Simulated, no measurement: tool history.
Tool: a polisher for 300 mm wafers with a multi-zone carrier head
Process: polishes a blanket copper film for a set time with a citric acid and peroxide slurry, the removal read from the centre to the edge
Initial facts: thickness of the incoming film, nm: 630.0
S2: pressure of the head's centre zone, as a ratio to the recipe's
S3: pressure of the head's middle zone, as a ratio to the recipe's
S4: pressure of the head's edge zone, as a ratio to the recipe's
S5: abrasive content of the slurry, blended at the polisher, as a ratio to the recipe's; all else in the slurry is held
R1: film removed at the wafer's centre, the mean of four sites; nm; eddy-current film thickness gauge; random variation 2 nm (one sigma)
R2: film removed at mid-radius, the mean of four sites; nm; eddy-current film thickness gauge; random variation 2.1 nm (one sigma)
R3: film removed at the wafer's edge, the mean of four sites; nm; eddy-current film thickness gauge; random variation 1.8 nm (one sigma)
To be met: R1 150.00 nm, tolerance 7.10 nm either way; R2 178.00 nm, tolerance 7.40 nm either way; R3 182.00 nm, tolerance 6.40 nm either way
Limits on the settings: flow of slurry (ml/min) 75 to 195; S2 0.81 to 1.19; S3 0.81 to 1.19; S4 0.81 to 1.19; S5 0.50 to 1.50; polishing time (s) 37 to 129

{"run": 1, "hour": 0.0, "flow of slurry (ml/min)": 125, "S2": 1.0, "S3": 1.0, "S4": 1.0, "S5": 1.0, "polishing time (s)": 83, "R1": 137.12, "R2": 136.26, "R3": 141.14}
{"run": 2, "hour": 0.5, "flow of slurry (ml/min)": 135, "S2": 0.97, "S3": 1.02, "S4": 1.05, "S5": 1.1, "polishing time (s)": 84, "R1": 138.24, "R2": 145.48, "R3": 153.34}
{"run": 3, "hour": 7.9, "flow of slurry (ml/min)": 135, "S2": 0.97, "S3": 1.02, "S4": 1.05, "S5": 1.1, "polishing time (s)": 101, "R1": 170.63, "R2": 178.14, "R3": 185.71}
{"run": 4, "hour": 16.7, "flow of slurry (ml/min)": 130, "S2": 0.95, "S3": 1.03, "S4": 1.05, "S5": 1.1, "polishing time (s)": 101, "R1": 159.51, "R2": 176.45, "R3": 181.29}
{"hour": 21.7, "done": "slurry nozzle cleaned"}
{"run": 5, "hour": 21.7, "flow of slurry (ml/min)": 130, "S2": 1.02, "S3": 1.03, "S4": 1.05, "S5": 1.1, "polishing time (s)": 101, "R1": 194.19, "R2": 194.19, "R3": 191.25}
{"run": 6, "hour": 24.5, "flow of slurry (ml/min)": 105, "S2": 1.02, "S3": 1.03, "S4": 1.05, "S5": 1.1, "polishing time (s)": 101, "R1": 179.87, "R2": 185.21, "R3": 186.15}
{"run": 7, "hour": 30.5, "flow of slurry (ml/min)": 100, "S2": 1.0, "S3": 1.04, "S4": 1.06, "S5": 1.1, "polishing time (s)": 101, "R1": 177.23, "R2": 181.91, "R3": 186.65}
{"run": 8, "hour": 34.9, "flow of slurry (ml/min)": 100, "S2": 0.97, "S3": 1.06, "S4": 1.06, "S5": 1.1, "polishing time (s)": 101, "R1": 173.36, "R2": 187.36, "R3": 182.91}
{"run": 9, "hour": 35.9, "flow of slurry (ml/min)": 100, "S2": 0.94, "S3": 1.06, "S4": 1.07, "S5": 1.1, "polishing time (s)": 101, "R1": 167.62, "R2": 185.79, "R3": 186.74}

5 candidate next runs follow, results not yet known. Just one meets every target within its allowed miss. Identify it.
{"run": "A", "hour": 36.9, "flow of slurry (ml/min)": 145, "S2": 1.01, "S3": 1.11, "S4": 1.05, "S5": 1.2, "polishing time (s)": 94, "R1": "?", "R2": "?", "R3": "?"}
{"run": "B", "hour": 36.9, "flow of slurry (ml/min)": 115, "S2": 0.83, "S3": 1.13, "S4": 1.0, "S5": 1.05, "polishing time (s)": 97, "R1": "?", "R2": "?", "R3": "?"}
{"run": "C", "hour": 36.9, "flow of slurry (ml/min)": 100, "S2": 1.06, "S3": 0.96, "S4": 1.06, "S5": 0.9, "polishing time (s)": 109, "R1": "?", "R2": "?", "R3": "?"}
{"run": "D", "hour": 36.9, "flow of slurry (ml/min)": 75, "S2": 0.99, "S3": 1.07, "S4": 1.06, "S5": 1.15, "polishing time (s)": 111, "R1": "?", "R2": "?", "R3": "?"}
{"run": "E", "hour": 36.9, "flow of slurry (ml/min)": 80, "S2": 0.88, "S3": 1.05, "S4": 0.99, "S5": 1.2, "polishing time (s)": 105, "R1": "?", "R2": "?", "R3": "?"}

move=A R1=188.00 R2=201.92 R3=190.89
move=B R1=146.59 R2=196.39 R3=181.77
move=C R1=196.47 R2=180.05 R3=199.05
move=D R1=174.71 R2=190.85 R3=198.51
move=E R1=152.02 R2=183.42 R3=186.87
A: misses by more than the last run did
B: brings the last run's worst result on target, with another outside its allowed miss
C: misses by more than the last run did
D: misses by more than the last run did
E: meets every target
The right move is E.
